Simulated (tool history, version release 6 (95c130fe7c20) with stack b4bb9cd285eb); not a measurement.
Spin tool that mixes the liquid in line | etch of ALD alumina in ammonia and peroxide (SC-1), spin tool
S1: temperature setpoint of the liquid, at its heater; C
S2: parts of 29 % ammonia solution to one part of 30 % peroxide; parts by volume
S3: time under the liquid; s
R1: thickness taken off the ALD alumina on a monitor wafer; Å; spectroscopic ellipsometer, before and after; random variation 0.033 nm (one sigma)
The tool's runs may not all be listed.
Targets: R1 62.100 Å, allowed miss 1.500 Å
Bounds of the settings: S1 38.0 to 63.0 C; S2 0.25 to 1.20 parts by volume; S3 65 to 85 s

run,day,S1,S2,S3,R1
1,0.000,47.0,0.95,85,37.972
2,0.346,42.5,0.95,85,29.821
3,0.646,42.5,0.80,85,29.067
4,0.742,46.0,0.80,85,35.154
5,0.833,46.0,0.50,85,34.045
6,0.929,46.0,0.75,85,35.494
7,1.275,47.0,0.75,85,37.146
8,1.575,48.0,0.75,85,39.431
9,1.871,49.0,0.75,85,42.227
10,2.088,50.0,0.75,85,44.279
11,2.233,57.5,0.75,85,66.163
12,2.546,57.0,0.75,85,63.996

4 next moves are on the table. One of them brings every result within its allowed miss. Which?
A,2.858,60.0,0.85,65,?
B,2.858,60.0,0.75,65,?
C,2.858,61.5,0.45,65,?
D,2.858,56.0,0.90,85,?

move,R1
A,58.182
B,57.496
C,59.146
D,62.123
A: takes the result that was furthest off past its target
B: takes the result that was furthest off past its target
C: takes the result that was furthest off past its target
D: meets every target
Move D is the one to make.

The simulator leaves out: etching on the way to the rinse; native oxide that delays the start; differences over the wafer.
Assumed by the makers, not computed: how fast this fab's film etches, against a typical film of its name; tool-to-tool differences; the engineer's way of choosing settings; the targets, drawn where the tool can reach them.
